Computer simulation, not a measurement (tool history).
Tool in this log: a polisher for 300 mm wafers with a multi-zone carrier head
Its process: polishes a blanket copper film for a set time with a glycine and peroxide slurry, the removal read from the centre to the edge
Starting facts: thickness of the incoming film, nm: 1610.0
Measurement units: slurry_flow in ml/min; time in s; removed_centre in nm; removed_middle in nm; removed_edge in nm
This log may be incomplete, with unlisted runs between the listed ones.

Run 1, hour 0: slurry_flow 220 ml/min, centre_zone 1, middle_zone 1, edge_zone 1, time 37 s. Result: removed_centre 293.42 nm, removed_middle 295.87 nm, removed_edge 290.69 nm.
Run 2, hour 1.6: slurry_flow 220 ml/min, centre_zone 0.99, middle_zone 1, edge_zone 0.98, time 34 s. Result: removed_centre 271.37 nm, removed_middle 271.46 nm, removed_edge 275.52 nm.
Run 3, hour 9.9: slurry_flow 205 ml/min, centre_zone 0.99, middle_zone 1.03, edge_zone 0.96, time 31 s. Result: removed_centre 242.15 nm, removed_middle 252.03 nm, removed_edge 240.65 nm.
Run 4, hour 10.7: slurry_flow 205 ml/min, centre_zone 0.93, middle_zone 1.03, edge_zone 0.96, time 31 s. Result: removed_centre 229.22 nm, removed_middle 248.82 nm, removed_edge 243.18 nm.
Run 5, hour 13.4: slurry_flow 200 ml/min, centre_zone 0.93, middle_zone 1.04, edge_zone 0.94, time 30 s. Result: removed_centre 219.3 nm, removed_middle 240.74 nm, removed_edge 230.21 nm.
Run 6, hour 18.7: slurry_flow 200 ml/min, centre_zone 0.93, middle_zone 1.08, edge_zone 0.94, time 30 s. Result: removed_centre 217.82 nm, removed_middle 247.84 nm, removed_edge 227.46 nm.
Run 7, hour 26.8: slurry_flow 195 ml/min, centre_zone 0.93, middle_zone 1.07, edge_zone 0.84, time 20 s. Result: removed_centre 146.53 nm, removed_middle 166.75 nm, removed_edge 144.47 nm.
Run 8, hour 30.7: slurry_flow 205 ml/min, centre_zone 0.94, middle_zone 1.08, edge_zone 0.86, time 20 s. Result: removed_centre 147.99 nm, removed_middle 168.53 nm, removed_edge 148.52 nm.
Run 9, hour 35.9: slurry_flow 205 ml/min, centre_zone 0.96, middle_zone 1.09, edge_zone 0.88, time 20 s. Result: removed_centre 152.57 nm, removed_middle 168.47 nm, removed_edge 151.19 nm.
Run 10, hour 42.5: slurry_flow 205 ml/min, centre_zone 0.96, middle_zone 1.1, edge_zone 0.89, time 20 s. Result: removed_centre 151.03 nm, removed_middle 172.35 nm, removed_edge 148.69 nm.
Run 11, hour 45.1: slurry_flow 255 ml/min, centre_zone 0.99, middle_zone 1.09, edge_zone 0.99, time 24 s. Result: removed_centre 194.43 nm, removed_middle 210.51 nm, removed_edge 196.83 nm.
Run 12, hour 49.6: slurry_flow 255 ml/min, centre_zone 0.99, middle_zone 1.09, edge_zone 0.99, time 24 s. Result: removed_centre 191.76 nm, removed_middle 212.63 nm, removed_edge 190.66 nm.
Run 13, hour 52.7: slurry_flow 255 ml/min, centre_zone 0.98, middle_zone 1.09, edge_zone 0.97, time 24 s. Result: removed_centre 193.32 nm, removed_middle 212.2 nm, removed_edge 186.65 nm.
Run 14, hour 54.6: slurry_flow 255 ml/min, centre_zone 0.98, middle_zone 1.09, edge_zone 0.97, time 24 s. Result: removed_centre 190.59 nm, removed_middle 207.57 nm, removed_edge 192.96 nm.
Run 15, hour 56.7: slurry_flow 250 ml/min, centre_zone 0.98, middle_zone 1.09, edge_zone 0.96, time 24 s. Result: removed_centre 192.45 nm, removed_middle 208.57 nm, removed_edge 188.68 nm.
Run 16, hour 57.5: slurry_flow 240 ml/min, centre_zone 0.98, middle_zone 1.09, edge_zone 0.95, time 24 s. Result: removed_centre 190.29 nm, removed_middle 206.63 nm, removed_edge 185.96 nm.
Run 17, hour 60.8: slurry_flow 230 ml/min, centre_zone 0.97, middle_zone 1.09, edge_zone 0.94, time 24 s. Result: removed_centre 185.76 nm, removed_middle 205.84 nm, removed_edge 184.6 nm.
Run 18, hour 63.6: slurry_flow 225 ml/min, centre_zone 0.97, middle_zone 1.09, edge_zone 0.93, time 24 s. Result: removed_centre 187.31 nm, removed_middle 206.04 nm, removed_edge 183.78 nm.
Run 19, hour 67.8: slurry_flow 220 ml/min, centre_zone 0.96, middle_zone 1.09, edge_zone 0.92, time 24 s. Result: removed_centre 182.59 nm, removed_middle 204.52 nm, removed_edge 179.97 nm.
Run 20, hour 71.9: slurry_flow 215 ml/min, centre_zone 0.96, middle_zone 1.09, edge_zone 0.91, time 24 s. Result: removed_centre 183.1 nm, removed_middle 209.41 nm, removed_edge 182.17 nm.
Run 21, hour 75: slurry_flow 210 ml/min, centre_zone 0.96, middle_zone 1.08, edge_zone 0.9, time 24 s. Result: removed_centre 185.22 nm, removed_middle 201.01 nm, removed_edge 177.19 nm.

Run 22 has not been measured yet. What should we expect?
Run 22, hour 77.7: slurry_flow 205 ml/min, centre_zone 0.96, middle_zone 1.08, edge_zone 0.9, time 24 s. Result: removed_centre ?, removed_middle ?, removed_edge ?.

Run 22 gave removed_centre 183.49 nm, removed_middle 201.35 nm, removed_edge 179.91 nm.

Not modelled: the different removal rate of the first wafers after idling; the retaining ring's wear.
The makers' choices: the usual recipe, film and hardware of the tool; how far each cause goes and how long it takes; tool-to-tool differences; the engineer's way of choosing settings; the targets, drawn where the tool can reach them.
